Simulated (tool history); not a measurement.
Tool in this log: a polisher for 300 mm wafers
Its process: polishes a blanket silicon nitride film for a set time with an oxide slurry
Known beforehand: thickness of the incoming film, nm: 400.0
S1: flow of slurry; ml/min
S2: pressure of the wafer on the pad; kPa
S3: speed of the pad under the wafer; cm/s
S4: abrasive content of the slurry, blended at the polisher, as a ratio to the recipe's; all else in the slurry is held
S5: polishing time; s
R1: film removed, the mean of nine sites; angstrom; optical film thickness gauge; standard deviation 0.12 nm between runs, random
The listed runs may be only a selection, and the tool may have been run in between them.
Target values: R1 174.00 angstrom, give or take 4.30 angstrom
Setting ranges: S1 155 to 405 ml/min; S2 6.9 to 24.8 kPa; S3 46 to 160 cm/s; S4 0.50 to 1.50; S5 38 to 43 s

run,hour,S1,S2,S3,S4,S5,R1
1,0.0,260,15.9,102,1.00,43,201.91
2,1.2,260,17.9,102,1.00,43,230.37
3,8.1,260,17.9,102,1.00,43,229.58
4,14.6,260,17.9,124,1.00,43,264.67
5,18.6,255,15.9,124,1.00,43,230.30
6,27.4,245,14.5,124,1.00,43,211.88
7,32.2,240,13.8,124,1.00,43,202.76
8,37.4,240,13.1,124,1.00,43,192.01

Next run, 5 choices. One meets every target within its allowed miss, the rest don't. Which?
A,42.6,205,15.2,114,1.00,43,?
B,42.6,215,13.8,120,1.00,43,?
C,42.6,155,13.1,150,0.80,39,?
D,42.6,245,13.8,120,1.20,43,?
E,42.6,190,17.9,130,0.65,42,?

move,R1
A,204.77
B,194.70
C,172.41
D,212.91
E,207.44
A: further off than the last run
B: further off than the last run
C: hits every target within its allowed miss
D: further off than the last run
E: further off than the last run
The right move is C.
